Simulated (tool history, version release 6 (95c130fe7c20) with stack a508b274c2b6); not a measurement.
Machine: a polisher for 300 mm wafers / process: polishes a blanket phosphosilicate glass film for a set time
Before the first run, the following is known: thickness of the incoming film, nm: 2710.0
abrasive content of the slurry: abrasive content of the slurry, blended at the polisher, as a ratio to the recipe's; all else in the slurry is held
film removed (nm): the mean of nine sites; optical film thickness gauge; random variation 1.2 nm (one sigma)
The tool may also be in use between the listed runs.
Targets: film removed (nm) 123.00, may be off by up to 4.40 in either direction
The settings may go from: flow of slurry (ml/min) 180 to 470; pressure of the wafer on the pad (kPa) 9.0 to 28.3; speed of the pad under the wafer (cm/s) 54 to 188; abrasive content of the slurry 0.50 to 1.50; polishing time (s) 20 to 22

run	hour	flow of slurry (ml/min)	pressure of the wafer on the pad (kPa)	speed of the pad under the wafer (cm/s)	abrasive content of the slurry	polishing time (s)	film removed (nm)
1	0.0	300	18.6	120	1.00	22	182.44
2	8.1	300	17.2	120	1.00	22	169.71
3	16.7	355	17.2	120	1.00	22	173.60
4	23.2	355	16.5	120	1.00	22	170.10
5	31.1	355	16.5	120	1.20	22	187.65
6	32.3	355	12.4	120	1.20	22	152.28
7	40.4	350	11.7	120	1.20	22	145.71
8	43.2	345	11.0	120	1.20	22	138.76
9	49.0	340	11.0	120	1.20	22	139.61
10	56.9	335	11.0	120	1.20	22	138.25
11	64.0	330	11.0	120	1.20	22	137.99

Which one of the following 4 next-run settings gets every result inside its allowed miss? There is exactly one.
A	71.1	215	14.5	136	1.10	20	?
B	71.1	320	10.3	130	1.40	21	?
C	71.1	400	9.0	132	1.30	20	?
D	71.1	430	11.7	160	0.95	22	?

move	film removed (nm)
A	152.58
B	143.66
C	123.37
D	154.84
A: its largest miss is bigger than the last run's
B: its largest miss is bigger than the last run's
C: every result lands within tolerance
D: its largest miss is bigger than the last run's
Correct choice: C, which meets every target
